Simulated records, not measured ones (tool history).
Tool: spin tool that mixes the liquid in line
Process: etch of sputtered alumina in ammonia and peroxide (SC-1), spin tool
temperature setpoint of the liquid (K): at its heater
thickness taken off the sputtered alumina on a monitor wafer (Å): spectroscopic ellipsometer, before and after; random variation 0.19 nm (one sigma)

run	hour	temperature setpoint of the liquid (K)	parts of 29 % ammonia solution to one part of 30 % peroxide (parts by volume)	time under the liquid (s)	thickness taken off the sputtered alumina on a monitor wafer (Å)
1	0	326.15	0.8	265	144.17
2	3.9	332.65	0.8	265	205.32
3	12.6	332.65	1.05	265	211.6
4	21.1	339.65	1.05	265	295.06
5	22.5	342.15	1.05	265	337.87
6	26.3	339.15	1.05	265	296.38
7	33.5	337.15	1.05	265	263.34

Run 8 comes next. What will it give?
8	39.6	336.15	1.05	265	?

{"run 8": {"thickness taken off the sputtered alumina on a monitor wafer (Å)": 251.7}}
